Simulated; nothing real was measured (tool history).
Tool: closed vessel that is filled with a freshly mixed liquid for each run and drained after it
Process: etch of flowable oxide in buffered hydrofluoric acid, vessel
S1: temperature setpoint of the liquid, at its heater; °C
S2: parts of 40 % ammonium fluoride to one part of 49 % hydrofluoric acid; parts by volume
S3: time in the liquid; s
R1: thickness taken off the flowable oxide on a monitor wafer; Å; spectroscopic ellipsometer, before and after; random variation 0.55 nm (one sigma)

{"run": 1, "hour": 0.0, "S1": 22, "S2": 23, "S3": 105, "R1": 981.89}
{"run": 2, "hour": 3.0, "S1": 20.5, "S2": 24, "S3": 105, "R1": 866.27}
{"run": 3, "hour": 8.0, "S1": 20.5, "S2": 27, "S3": 105, "R1": 791.62}
{"run": 4, "hour": 15.4, "S1": 24, "S2": 27, "S3": 105, "R1": 984.64}
{"run": 5, "hour": 21.5, "S1": 22.5, "S2": 27, "S3": 105, "R1": 894.41}
{"run": 6, "hour": 28.3, "S1": 22.5, "S2": 27, "S3": 105, "R1": 892.53}

The next listed run, before its measurement:
{"run": 7, "hour": 30.4, "S1": 21.5, "S2": 27, "S3": 105, "R1": "?"}

Run 7 gave R1 843.43 Å.
